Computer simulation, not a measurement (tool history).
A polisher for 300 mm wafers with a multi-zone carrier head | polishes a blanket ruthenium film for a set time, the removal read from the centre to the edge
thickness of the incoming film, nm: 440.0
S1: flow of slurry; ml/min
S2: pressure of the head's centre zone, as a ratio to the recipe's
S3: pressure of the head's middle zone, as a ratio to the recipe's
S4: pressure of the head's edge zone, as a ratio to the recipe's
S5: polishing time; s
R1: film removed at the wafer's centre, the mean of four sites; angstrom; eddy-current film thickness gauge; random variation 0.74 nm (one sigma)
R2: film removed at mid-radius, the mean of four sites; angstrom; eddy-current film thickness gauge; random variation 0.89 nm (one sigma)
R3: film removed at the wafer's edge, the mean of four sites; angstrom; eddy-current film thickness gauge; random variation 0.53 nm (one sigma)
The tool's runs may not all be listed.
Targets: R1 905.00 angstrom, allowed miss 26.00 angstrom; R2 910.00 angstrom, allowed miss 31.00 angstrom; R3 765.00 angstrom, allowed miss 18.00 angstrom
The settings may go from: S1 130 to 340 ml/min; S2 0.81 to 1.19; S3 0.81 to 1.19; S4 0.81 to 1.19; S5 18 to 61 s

run	hour	S1	S2	S3	S4	S5	R1	R2	R3
1	0.0	220	1.00	1.00	1.00	39	555.86	554.54	561.96
2	1.9	230	1.02	1.02	1.00	40	587.53	585.33	563.45
3	10.7	230	1.02	1.02	1.00	31	452.39	461.75	440.16
4	13.8	200	1.02	1.02	1.00	31	457.29	446.60	436.01
5	20.7	205	1.03	1.04	1.01	33	486.97	488.73	464.99
6	24.7	205	1.07	1.04	1.01	33	505.81	480.18	466.78
7	30.8	210	1.08	1.06	1.01	35	546.00	522.92	498.70
8	36.2	220	1.09	1.07	1.01	36	562.26	545.07	518.62
9	38.7	225	1.10	1.08	1.00	37	591.09	566.79	526.33
10	42.5	235	1.11	1.09	1.00	38	605.82	586.95	539.74
11	45.3	240	1.12	1.10	1.00	39	631.00	608.10	556.89
12	46.8	245	1.13	1.11	1.00	40	666.11	638.54	570.64
13	55.3	250	1.13	1.12	1.01	41	684.75	658.33	585.83
14	56.8	255	1.13	1.13	1.02	42	695.24	680.64	615.34
15	60.4	260	1.13	1.14	1.02	43	696.45	704.84	625.97
16	63.2	260	1.13	1.14	1.02	43	709.77	705.10	624.19
17	67.5	320	1.16	1.19	1.03	51	862.92	860.84	744.34

Which of these 4 next moves meets every target?
A	71.8	340	1.14	1.17	0.99	53	?	?	?
B	71.8	275	1.19	1.19	0.86	53	?	?	?
C	71.8	320	1.19	1.13	1.08	51	?	?	?
D	71.8	340	1.15	1.08	1.01	49	?	?	?

move	R1	R2	R3
A	904.49	890.26	765.52
B	928.34	889.25	708.93
C	904.17	827.41	766.23
D	843.08	768.31	715.39
A: meets every target
B: brings the result that was furthest off to its target, and leaves another outside
C: brings the result that was furthest off to its target, and leaves another outside
D: further off than the last run
The right move is A.
